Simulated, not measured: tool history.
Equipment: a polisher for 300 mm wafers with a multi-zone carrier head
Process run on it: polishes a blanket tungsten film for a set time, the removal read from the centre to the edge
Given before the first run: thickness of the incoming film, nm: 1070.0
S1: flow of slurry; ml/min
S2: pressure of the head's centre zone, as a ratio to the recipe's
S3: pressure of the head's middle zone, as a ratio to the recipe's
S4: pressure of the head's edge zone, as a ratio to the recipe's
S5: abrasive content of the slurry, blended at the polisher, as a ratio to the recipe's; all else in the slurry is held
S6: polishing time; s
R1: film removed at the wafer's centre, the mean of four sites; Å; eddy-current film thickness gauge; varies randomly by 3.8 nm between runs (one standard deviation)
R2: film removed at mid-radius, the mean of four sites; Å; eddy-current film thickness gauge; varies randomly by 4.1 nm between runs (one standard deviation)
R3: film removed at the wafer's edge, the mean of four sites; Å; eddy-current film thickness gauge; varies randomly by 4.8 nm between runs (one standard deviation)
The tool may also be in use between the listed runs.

run,hour,S1,S2,S3,S4,S5,S6,R1,R2,R3
1,0,310,1,1,1,1,53,3932.2,3773.8,3902.8
2,6,310,0.97,1,0.98,0.95,53,3738.3,3716.4,3738.8
3,7.7,310,0.97,1,0.98,0.95,62,4288.9,4368.1,4464
4,10.7,310,0.97,1,1.04,0.95,62,4323.4,4285.8,4582.3
5,13.3,315,0.95,0.99,1.01,0.85,61,4040.2,4103.8,4338.2
6,16.7,315,0.94,0.98,0.98,0.75,60,3848.7,3898.1,3960.3

What will run 7 give?
7,23.9,310,0.92,0.97,0.97,0.7,60,?,?,?

{"run 7": {"R1": 3648.4, "R2": 3843.2, "R3": 3835.1}}
